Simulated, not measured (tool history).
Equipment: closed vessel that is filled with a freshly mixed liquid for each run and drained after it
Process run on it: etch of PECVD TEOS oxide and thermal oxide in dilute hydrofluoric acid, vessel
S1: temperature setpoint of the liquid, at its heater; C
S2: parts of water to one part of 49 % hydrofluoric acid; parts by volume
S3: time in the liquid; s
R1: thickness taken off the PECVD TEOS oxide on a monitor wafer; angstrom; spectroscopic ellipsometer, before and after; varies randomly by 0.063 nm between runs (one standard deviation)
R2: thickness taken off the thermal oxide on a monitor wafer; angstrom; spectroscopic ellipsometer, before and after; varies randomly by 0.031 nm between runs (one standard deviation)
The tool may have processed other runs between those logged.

run,hour,S1,S2,S3,R1,R2
1,0.0,21.0,230,180,80.665,29.265
2,1.5,20.0,235,180,76.558,27.881
3,7.4,20.0,300,180,55.064,20.455
4,12.7,21.5,300,180,59.203,22.129
5,17.4,21.5,335,180,51.222,18.931
6,21.5,23.0,335,180,53.175,19.960
7,26.8,24.0,330,180,56.048,21.007
8,31.2,25.0,330,180,58.330,21.699

Run 9 comes next. What will it give?
9,37.1,25.0,330,180,?,?

{"run 9": {"R1": 58.323, "R2": 21.449}}
